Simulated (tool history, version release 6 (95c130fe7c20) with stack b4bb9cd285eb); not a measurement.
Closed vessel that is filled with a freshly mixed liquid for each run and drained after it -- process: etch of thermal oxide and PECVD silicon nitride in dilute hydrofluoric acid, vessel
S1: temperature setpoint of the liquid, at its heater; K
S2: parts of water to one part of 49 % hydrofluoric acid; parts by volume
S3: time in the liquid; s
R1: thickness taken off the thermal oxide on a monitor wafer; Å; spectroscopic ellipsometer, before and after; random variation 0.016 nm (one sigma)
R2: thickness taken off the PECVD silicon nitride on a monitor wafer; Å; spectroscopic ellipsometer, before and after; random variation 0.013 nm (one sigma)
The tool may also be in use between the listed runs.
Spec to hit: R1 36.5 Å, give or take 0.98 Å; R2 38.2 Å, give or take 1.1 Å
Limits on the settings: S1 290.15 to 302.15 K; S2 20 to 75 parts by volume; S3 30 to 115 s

run    day      S1  S2  S3      R1      R2
  1      0  294.15  45  60  64.804  59.993
  2  0.146  296.65  45  60  71.745  71.007
  3  0.312  298.15  45  60  76.405  78.335
  4  0.467  298.15  50  60  67.277  71.336
  5  0.512  298.15  40  60  86.529  88.559
  6  0.683  297.15  50  60  65.306  66.172
  7  0.771  296.15  65  65  51.148  52.149
  8  1.012  296.15  70  65   46.83  48.392
  9  1.388  296.15  70  60  43.708  44.497
 10  1.654  296.65  75  55  38.021   39.32
 11  1.842  297.15  75  50  35.145  37.238
 12  2.192  297.15  75  50  35.137  37.033
 13  2.429  297.15  70  50  38.175  39.811
 14    2.8  297.15  75  50  34.953  36.804
 15  2.862  297.15  70  50  37.865   39.73

Exactly one of the 5 candidate moves below puts every result within its allowed miss. Which one?
  A  2.925  297.65  60  40   ?   ?
  B  2.925  295.65  65  50   ?   ?
  C  2.925  298.65  75  50   ?   ?
  D  2.925  302.15  75  40   ?   ?
  E  2.925  298.15  50  30   ?   ?

move      R1      R2
   A   36.36  38.235
   B  38.409   38.62
   C  37.109  40.993
   D  34.059  41.169
   E  33.848  35.463
A: meets every target
B: misses by more than the last run did
C: puts the biggest miss on target and leaves a different result outside tolerance
D: takes the result that was furthest off past its target
E: takes the result that was furthest off past its target
Answer: A
